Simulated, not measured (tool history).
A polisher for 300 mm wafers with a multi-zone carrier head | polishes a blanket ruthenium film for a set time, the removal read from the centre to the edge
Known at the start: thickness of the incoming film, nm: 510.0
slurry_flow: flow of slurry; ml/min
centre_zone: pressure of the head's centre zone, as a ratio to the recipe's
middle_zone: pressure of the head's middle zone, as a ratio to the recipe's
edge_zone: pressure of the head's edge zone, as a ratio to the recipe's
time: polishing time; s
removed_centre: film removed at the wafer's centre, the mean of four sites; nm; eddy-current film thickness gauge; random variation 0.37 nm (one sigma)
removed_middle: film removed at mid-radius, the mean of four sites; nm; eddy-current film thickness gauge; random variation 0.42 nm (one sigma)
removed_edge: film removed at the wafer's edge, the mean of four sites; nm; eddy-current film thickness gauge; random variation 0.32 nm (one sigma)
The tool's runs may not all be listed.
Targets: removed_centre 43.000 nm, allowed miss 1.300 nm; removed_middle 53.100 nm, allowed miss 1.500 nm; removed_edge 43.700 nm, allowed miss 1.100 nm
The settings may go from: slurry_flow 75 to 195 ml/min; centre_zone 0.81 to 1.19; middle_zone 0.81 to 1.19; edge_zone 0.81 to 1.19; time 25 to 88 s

{"run": 1, "hour": 0.0, "slurry_flow": 125, "centre_zone": 1.0, "middle_zone": 1.0, "edge_zone": 1.0, "time": 56, "removed_centre": 47.058, "removed_middle": 47.855, "removed_edge": 46.334}
{"run": 2, "hour": 4.7, "slurry_flow": 125, "centre_zone": 1.0, "middle_zone": 1.0, "edge_zone": 1.04, "time": 56, "removed_centre": 47.315, "removed_middle": 47.49, "removed_edge": 46.699}
{"run": 3, "hour": 7.3, "slurry_flow": 125, "centre_zone": 1.0, "middle_zone": 1.0, "edge_zone": 1.04, "time": 48, "removed_centre": 40.067, "removed_middle": 40.488, "removed_edge": 40.206}
{"run": 4, "hour": 13.3, "slurry_flow": 125, "centre_zone": 1.0, "middle_zone": 1.0, "edge_zone": 1.09, "time": 48, "removed_centre": 40.573, "removed_middle": 40.425, "removed_edge": 40.898}
{"run": 5, "hour": 14.6, "slurry_flow": 125, "centre_zone": 1.0, "middle_zone": 1.0, "edge_zone": 1.09, "time": 42, "removed_centre": 35.457, "removed_middle": 35.131, "removed_edge": 35.964}
{"run": 6, "hour": 23.0, "slurry_flow": 140, "centre_zone": 1.0, "middle_zone": 1.0, "edge_zone": 1.09, "time": 42, "removed_centre": 36.78, "removed_middle": 35.893, "removed_edge": 36.599}
{"run": 7, "hour": 25.8, "slurry_flow": 145, "centre_zone": 0.99, "middle_zone": 1.04, "edge_zone": 1.08, "time": 44, "removed_centre": 38.023, "removed_middle": 39.695, "removed_edge": 37.989}
{"run": 8, "hour": 30.3, "slurry_flow": 150, "centre_zone": 0.98, "middle_zone": 1.07, "edge_zone": 1.09, "time": 45, "removed_centre": 38.684, "removed_middle": 41.564, "removed_edge": 38.785}
{"run": 9, "hour": 38.5, "slurry_flow": 155, "centre_zone": 0.97, "middle_zone": 1.1, "edge_zone": 1.1, "time": 46, "removed_centre": 39.694, "removed_middle": 43.369, "removed_edge": 40.602}
{"run": 10, "hour": 46.2, "slurry_flow": 160, "centre_zone": 0.96, "middle_zone": 1.12, "edge_zone": 1.08, "time": 47, "removed_centre": 40.339, "removed_middle": 44.847, "removed_edge": 41.142}
{"run": 11, "hour": 51.8, "slurry_flow": 160, "centre_zone": 0.96, "middle_zone": 1.12, "edge_zone": 1.08, "time": 47, "removed_centre": 40.23, "removed_middle": 44.813, "removed_edge": 41.573}
{"run": 12, "hour": 60.8, "slurry_flow": 165, "centre_zone": 0.95, "middle_zone": 1.14, "edge_zone": 1.03, "time": 48, "removed_centre": 40.763, "removed_middle": 47.426, "removed_edge": 41.364}
{"run": 13, "hour": 61.7, "slurry_flow": 195, "centre_zone": 0.93, "middle_zone": 1.19, "edge_zone": 1.05, "time": 49, "removed_centre": 42.654, "removed_middle": 50.735, "removed_edge": 43.158}

5 next moves are on the table. One of them brings every result within its allowed miss. Which?
{"run": "A", "hour": 62.6, "slurry_flow": 195, "centre_zone": 1.01, "middle_zone": 1.15, "edge_zone": 1.06, "time": 47, "removed_centre": "?", "removed_middle": "?", "removed_edge": "?"}
{"run": "B", "hour": 62.6, "slurry_flow": 195, "centre_zone": 0.96, "middle_zone": 1.15, "edge_zone": 1.08, "time": 49, "removed_centre": "?", "removed_middle": "?", "removed_edge": "?"}
{"run": "C", "hour": 62.6, "slurry_flow": 195, "centre_zone": 0.9, "middle_zone": 1.19, "edge_zone": 0.99, "time": 51, "removed_centre": "?", "removed_middle": "?", "removed_edge": "?"}
{"run": "D", "hour": 62.6, "slurry_flow": 195, "centre_zone": 0.94, "middle_zone": 1.17, "edge_zone": 1.06, "time": 49, "removed_centre": "?", "removed_middle": "?", "removed_edge": "?"}
{"run": "E", "hour": 62.6, "slurry_flow": 195, "centre_zone": 0.95, "middle_zone": 1.16, "edge_zone": 0.94, "time": 52, "removed_centre": "?", "removed_middle": "?", "removed_edge": "?"}

move=A removed_centre=43.120 removed_middle=47.012 removed_edge=41.970
move=B removed_centre=43.179 removed_middle=49.022 removed_edge=44.166
move=C removed_centre=42.734 removed_middle=52.412 removed_edge=44.026
move=D removed_centre=42.474 removed_middle=49.685 removed_edge=43.746
move=E removed_centre=45.449 removed_middle=52.385 removed_edge=43.814
A: further off than the last run
B: further off than the last run
C: meets every target
D: further off than the last run
E: brings the result that was furthest off to its target, and leaves another outside
Answer: C
